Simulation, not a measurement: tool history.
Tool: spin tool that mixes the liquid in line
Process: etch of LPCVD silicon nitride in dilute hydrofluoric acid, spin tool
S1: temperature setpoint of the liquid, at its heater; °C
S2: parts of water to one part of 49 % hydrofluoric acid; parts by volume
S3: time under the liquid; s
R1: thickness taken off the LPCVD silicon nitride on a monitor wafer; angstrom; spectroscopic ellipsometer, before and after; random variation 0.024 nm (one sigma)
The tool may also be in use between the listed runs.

run  hour    S1  S2  S3       R1
  1   0.0  25.0  80  95   5.6155
  2   0.9  26.0  75  95   6.2293
  3   3.3  26.5  70  95   6.4727
  4   7.4  26.5  70  75   5.3776
  5  15.7  26.5  70  75   5.1711
  6  21.5  27.5  65  75   6.0780
     28.6  -- thermometer replaced
  7  28.6  31.5  40  80  15.6000

Run 8 comes next. What will it give?
  8  36.0  31.0  40  80   ?

Run 8 gave R1 15.4320 angstrom.
